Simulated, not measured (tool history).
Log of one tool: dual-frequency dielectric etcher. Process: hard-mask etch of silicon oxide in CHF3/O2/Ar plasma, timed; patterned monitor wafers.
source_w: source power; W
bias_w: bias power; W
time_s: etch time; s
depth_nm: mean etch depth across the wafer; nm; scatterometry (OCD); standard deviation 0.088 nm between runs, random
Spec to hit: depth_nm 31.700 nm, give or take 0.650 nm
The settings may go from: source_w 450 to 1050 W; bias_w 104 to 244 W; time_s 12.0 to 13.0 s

| run | hour | source_w | bias_w | time_s | depth_nm |
|---|---|---|---|---|---|
| 1 | 0.0 | 750 | 174 | 13.0 | 29.074 |
| 2 | 8.3 | 750 | 186 | 13.0 | 29.556 |
| 3 | 15.1 | 700 | 186 | 13.0 | 28.602 |
| 4 | 16.8 | 700 | 186 | 12.0 | 26.497 |
| 5 | 20.1 | 700 | 186 | 12.0 | 26.663 |
| 6 | 23.8 | 700 | 186 | 12.0 | 26.452 |
| 7 | 26.9 | 760 | 189 | 12.0 | 27.354 |
| 8 | 29.2 | 910 | 208 | 12.0 | 29.716 |
| 9 | 35.8 | 940 | 211 | 12.0 | 30.239 |

Next run, 4 choices. One meets every target within its allowed miss, the rest don't. Which?
| A | 42.4 | 970 | 208 | 12.0 | ? |
| B | 42.4 | 1040 | 243 | 12.5 | ? |
| C | 42.4 | 780 | 206 | 12.0 | ? |
| D | 42.4 | 950 | 221 | 12.5 | ? |

| move | depth_nm |
|---|---|
| A | 30.434 |
| B | 33.555 |
| C | 28.102 |
| D | 31.848 |
A: an improvement on the last run, though not all results are within tolerance
B: moves the result that the last run missed by most past its target, out the other side
C: its largest miss is bigger than the last run's
D: in spec on every target
So the answer is move D, the one that meets all the targets.
